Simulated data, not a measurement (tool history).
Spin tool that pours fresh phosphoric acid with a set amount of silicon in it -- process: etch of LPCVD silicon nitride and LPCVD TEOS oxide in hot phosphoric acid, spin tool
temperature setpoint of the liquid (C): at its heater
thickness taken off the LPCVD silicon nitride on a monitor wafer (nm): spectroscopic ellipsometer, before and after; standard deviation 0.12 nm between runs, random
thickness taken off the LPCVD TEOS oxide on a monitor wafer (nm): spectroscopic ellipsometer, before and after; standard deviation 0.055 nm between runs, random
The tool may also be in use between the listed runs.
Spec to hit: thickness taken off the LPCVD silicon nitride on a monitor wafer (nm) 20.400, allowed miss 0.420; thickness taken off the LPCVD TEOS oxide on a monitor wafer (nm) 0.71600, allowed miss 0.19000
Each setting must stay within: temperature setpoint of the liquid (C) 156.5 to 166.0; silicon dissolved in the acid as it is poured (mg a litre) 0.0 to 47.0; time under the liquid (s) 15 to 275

run  hour  temperature setpoint of the liquid (C)  silicon dissolved in the acid as it is poured (mg a litre)  time under the liquid (s)  thickness taken off the LPCVD silicon nitride on a monitor wafer (nm)  thickness taken off the LPCVD TEOS oxide on a monitor wafer (nm)
  1   0.0                                   161.0                                                        20.5                        140                                                                 13.862                                                           0.45244
  2   2.2                                   161.0                                                        20.5                        180                                                                 17.865                                                           0.53096
  3   6.9                                   161.0                                                        31.0                        180                                                                 17.760                                                           0.40763
  4  14.7                                   161.5                                                        29.5                        180                                                                 18.050                                                           0.36140
  5  21.0                                   161.5                                                        21.0                        180                                                                 17.909                                                           0.54745
  6  24.9                                   163.5                                                        21.0                        180                                                                 19.329                                                           0.60144
  7  33.7                                   163.5                                                        20.5                        180                                                                 19.423                                                           0.70268
  8  37.7                                   163.5                                                        21.0                        180                                                                 19.179                                                           0.64897
  9  43.1                                   164.0                                                        21.0                        180                                                                 19.669                                                           0.68306
 10  49.4                                   164.5                                                        21.5                        180                                                                 19.952                                                           0.66420

Next run, 5 choices. One meets every target within its allowed miss, the rest don't. Which?
  A  55.7                                   165.0                                                        20.5                        175                                                                      ?                                                                 ?
  B  55.7                                   165.5                                                        21.5                        170                                                                      ?                                                                 ?
  C  55.7                                   164.0                                                         6.5                        195                                                                      ?                                                                 ?
  D  55.7                                   163.5                                                        34.0                        190                                                                      ?                                                                 ?
  E  55.7                                   165.5                                                        22.5                        180                                                                      ?                                                                 ?

move  thickness taken off the LPCVD silicon nitride on a monitor wafer (nm)  thickness taken off the LPCVD TEOS oxide on a monitor wafer (nm)
   A                                                                 19.691                                                           0.74869
   B                                                                 19.445                                                           0.73223
   C                                                                 21.231                                                           1.09070
   D                                                                 20.348                                                           0.44369
   E                                                                 20.588                                                           0.75216
A: the biggest miss grows against the last run
B: the biggest miss grows against the last run
C: moves the result that the last run missed by most past its target, out the other side
D: brings the last run's worst result on target, with another outside its allowed miss
E: each result inside its tolerance
The right move is E.
